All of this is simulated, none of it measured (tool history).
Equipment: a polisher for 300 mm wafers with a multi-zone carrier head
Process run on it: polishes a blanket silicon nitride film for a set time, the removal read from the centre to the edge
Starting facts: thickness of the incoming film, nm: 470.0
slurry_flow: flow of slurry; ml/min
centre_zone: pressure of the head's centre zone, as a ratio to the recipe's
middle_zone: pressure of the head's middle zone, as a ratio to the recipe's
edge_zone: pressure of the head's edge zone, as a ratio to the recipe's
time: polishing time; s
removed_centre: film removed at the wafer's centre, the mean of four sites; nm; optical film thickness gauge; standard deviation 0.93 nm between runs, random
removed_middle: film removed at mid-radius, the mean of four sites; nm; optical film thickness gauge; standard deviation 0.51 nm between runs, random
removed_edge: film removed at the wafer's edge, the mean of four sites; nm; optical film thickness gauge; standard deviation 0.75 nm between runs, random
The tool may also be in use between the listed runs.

run	hour	slurry_flow	centre_zone	middle_zone	edge_zone	time	removed_centre	removed_middle	removed_edge
1	0	180	1	1	1	79	121.67	118.88	119.5
2	5.7	220	1	1	1	79	127.62	123.01	122.76
3	6.8	220	1	1.05	1	79	126.38	127.4	121.62
4	12.9	220	1	1.05	1	60	95.089	96.163	91.843
5	13.7	220	1	1.13	1	60	95.128	103.47	94.15
6	18	205	0.99	1.1	1.02	60	95.238	99.676	93.438
7	20.5	195	0.97	1.07	1.04	60	91.243	95.824	93.435
8	28.8	185	0.96	1.05	1.05	60	88.747	93.912	94.135

The next listed run, before its measurement:
# hour 30.2: worn pad replaced by a new one
9	30.2	135	0.98	0.95	1.05	60	?	?	?

{"run 9": {"removed_centre": 94.161, "removed_middle": 90.905, "removed_edge": 101.52}}

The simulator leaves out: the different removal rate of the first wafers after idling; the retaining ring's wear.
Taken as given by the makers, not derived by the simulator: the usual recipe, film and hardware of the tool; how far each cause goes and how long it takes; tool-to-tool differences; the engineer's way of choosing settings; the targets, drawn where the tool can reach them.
